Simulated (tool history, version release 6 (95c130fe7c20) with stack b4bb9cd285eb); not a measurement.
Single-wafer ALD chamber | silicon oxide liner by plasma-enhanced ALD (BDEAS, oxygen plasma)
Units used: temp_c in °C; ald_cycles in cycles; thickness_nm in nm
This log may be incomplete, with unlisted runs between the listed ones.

run	hour	temp_c	ald_cycles	thickness_nm
1	0	315	63	5.4657
2	6.5	314	65	5.6663
3	12.9	314	58	5.0877
4	14.7	323	58	4.977
5	16.6	320	61	5.2891
6	18.7	319	63	5.459
7	25.4	318	65	5.6439
8	27.5	317	66	5.7187

What will run 9 give?
9	29	316	67	?

{"run 9": {"thickness_nm": 5.7912}}
